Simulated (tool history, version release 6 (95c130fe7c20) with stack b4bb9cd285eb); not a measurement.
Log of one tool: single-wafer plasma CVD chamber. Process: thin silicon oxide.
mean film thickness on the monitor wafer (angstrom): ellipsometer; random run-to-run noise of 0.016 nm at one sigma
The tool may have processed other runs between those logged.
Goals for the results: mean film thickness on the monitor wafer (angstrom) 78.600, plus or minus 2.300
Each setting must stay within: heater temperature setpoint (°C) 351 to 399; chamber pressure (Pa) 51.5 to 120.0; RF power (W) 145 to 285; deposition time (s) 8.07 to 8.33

run	hour	heater temperature setpoint (°C)	chamber pressure (Pa)	RF power (W)	deposition time (s)	mean film thickness on the monitor wafer (angstrom)
1	0.0	375	85.7	215	8.07	97.144
2	8.1	381	85.7	215	8.07	96.882
3	15.4	381	85.7	240	8.07	100.830
4	19.6	381	81.9	240	8.07	96.271
5	25.9	381	81.9	225	8.07	94.182
6	33.2	381	94.3	225	8.07	107.730
7	38.7	381	77.1	215	8.07	87.652
8	42.9	381	65.9	210	8.07	74.267
9	46.8	381	66.7	210	8.07	75.398

Exactly one of the 4 candidate moves below puts every result within its allowed miss. Which one?
A	50.7	391	66.5	220	8.33	?
B	50.7	376	69.6	165	8.07	?
C	50.7	381	60.7	240	8.07	?
D	50.7	371	61.1	215	8.07	?

move	mean film thickness on the monitor wafer (angstrom)
A	77.790
B	71.643
C	71.587
D	69.740
A: every result within its allowed miss
B: moves away from the targets compared with the last run
C: moves away from the targets compared with the last run
D: moves away from the targets compared with the last run
Go with A: it meets all targets.
